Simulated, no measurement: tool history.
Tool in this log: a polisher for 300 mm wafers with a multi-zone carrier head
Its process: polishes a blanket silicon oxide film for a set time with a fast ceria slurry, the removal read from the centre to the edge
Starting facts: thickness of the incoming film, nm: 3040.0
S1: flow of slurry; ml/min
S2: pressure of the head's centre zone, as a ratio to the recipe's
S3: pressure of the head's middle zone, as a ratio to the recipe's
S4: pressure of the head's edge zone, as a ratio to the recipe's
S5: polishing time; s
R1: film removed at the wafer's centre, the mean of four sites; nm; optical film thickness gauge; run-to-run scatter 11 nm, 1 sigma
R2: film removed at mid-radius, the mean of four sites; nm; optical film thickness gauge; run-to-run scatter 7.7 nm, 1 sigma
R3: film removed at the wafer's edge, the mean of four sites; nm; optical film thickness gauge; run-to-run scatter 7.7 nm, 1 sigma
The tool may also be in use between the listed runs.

| run | day | S1 | S2 | S3 | S4 | S5 | R1 | R2 | R3 |
|---|---|---|---|---|---|---|---|---|---|
| 1 | 0 | 290 | 1 | 1 | 1 | 68 | 920.5 | 913.08 | 937.34 |
| 2 | 0.212 | 290 | 1.02 | 1 | 0.98 | 65 | 917.81 | 879.07 | 894.9 |
| 3 | 0.533 | 290 | 1.03 | 1 | 0.96 | 62 | 888.68 | 834.52 | 850.29 |
| 4 | 0.825 | 290 | 1.12 | 1 | 0.96 | 62 | 950.69 | 848.36 | 843.01 |
| 5 | 0.85 | 290 | 1.12 | 1 | 0.95 | 60 | 934.42 | 819.25 | 807.98 |
| 6 | 0.975 | 290 | 1.12 | 1.03 | 0.95 | 60 | 933.24 | 835.73 | 794.95 |
| 7 | 1.038 | 290 | 1.12 | 1.02 | 0.94 | 58 | 873.74 | 803.29 | 784.82 |
| 8 | 1.096 | 295 | 1.13 | 1.01 | 0.92 | 57 | 896.99 | 795.3 | 756.07 |
| 9 | 1.371 | 295 | 1.13 | 1 | 0.91 | 56 | 891.37 | 770.48 | 721.44 |

Expected results for the next run?
| 10 | 1.546 | 280 | 1.06 | 0.9 | 0.88 | 53 | ? | ? | ? |

R1: 762.96 nm
R2: 665.29 nm
R3: 693.24 nm
